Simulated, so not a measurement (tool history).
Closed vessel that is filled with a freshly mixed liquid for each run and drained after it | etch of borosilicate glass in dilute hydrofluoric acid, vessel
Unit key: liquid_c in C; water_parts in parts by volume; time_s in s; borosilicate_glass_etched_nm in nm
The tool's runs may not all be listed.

| run | hour | liquid_c | water_parts | time_s | borosilicate_glass_etched_nm |
|---|---|---|---|---|---|
| 1 | 0 | 26 | 90 | 95 | 29.107 |
| 2 | 5.9 | 25.5 | 90 | 95 | 28.68 |
| 3 | 8.5 | 25 | 90 | 95 | 28.207 |
| 4 | 10.9 | 24.5 | 90 | 95 | 27.608 |
| 5 | 18.5 | 24.5 | 90 | 100 | 28.748 |
| 6 | 22.9 | 24 | 90 | 100 | 28.213 |
| 7 | 28.4 | 23.5 | 90 | 100 | 27.93 |

Run 8 has not been measured yet. What should we expect?
| 8 | 28.9 | 23 | 90 | 100 | ? |

Run 8 came out at borosilicate_glass_etched_nm 27.235 nm.
